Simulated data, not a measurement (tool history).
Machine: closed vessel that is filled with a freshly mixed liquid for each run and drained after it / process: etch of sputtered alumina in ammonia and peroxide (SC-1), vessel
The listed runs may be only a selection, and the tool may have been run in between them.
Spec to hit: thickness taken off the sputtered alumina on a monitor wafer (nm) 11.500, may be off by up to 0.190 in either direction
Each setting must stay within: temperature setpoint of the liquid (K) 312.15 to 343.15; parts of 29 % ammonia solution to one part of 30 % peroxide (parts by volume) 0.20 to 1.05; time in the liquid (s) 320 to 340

| run | hour | temperature setpoint of the liquid (K) | parts of 29 % ammonia solution to one part of 30 % peroxide (parts by volume) | time in the liquid (s) | thickness taken off the sputtered alumina on a monitor wafer (nm) |
|---|---|---|---|---|---|
| 1 | 0.0 | 328.15 | 0.55 | 320 | 13.538 |
| 2 | 0.9 | 333.65 | 0.55 | 320 | 18.128 |
| 3 | 3.0 | 331.15 | 0.55 | 320 | 15.923 |
| 4 | 10.7 | 331.15 | 0.55 | 320 | 15.885 |
| 5 | 12.8 | 331.15 | 0.55 | 340 | 16.903 |
| 6 | 21.1 | 329.15 | 0.55 | 340 | 15.179 |
| 7 | 24.1 | 327.65 | 0.55 | 340 | 14.106 |
| 8 | 28.4 | 326.65 | 0.55 | 340 | 13.271 |
| 9 | 31.5 | 326.15 | 0.55 | 340 | 12.994 |

Below are 4 possible settings for the next run. Only one of them brings all results inside the allowed miss of their targets. Which is it?
| A | 34.6 | 324.15 | 0.65 | 340 | ? |
| B | 34.6 | 323.65 | 0.80 | 335 | ? |
| C | 34.6 | 324.65 | 0.55 | 340 | ? |
| D | 34.6 | 329.15 | 0.45 | 340 | ? |

| move | thickness taken off the sputtered alumina on a monitor wafer (nm) |
|---|---|
| A | 11.765 |
| B | 11.504 |
| C | 11.900 |
| D | 14.860 |
A: gains on the last run, yet a result remains outside its allowed miss
B: every result within its allowed miss
C: gains on the last run, yet a result remains outside its allowed miss
D: moves away from the targets compared with the last run
Go with B: it meets all targets.

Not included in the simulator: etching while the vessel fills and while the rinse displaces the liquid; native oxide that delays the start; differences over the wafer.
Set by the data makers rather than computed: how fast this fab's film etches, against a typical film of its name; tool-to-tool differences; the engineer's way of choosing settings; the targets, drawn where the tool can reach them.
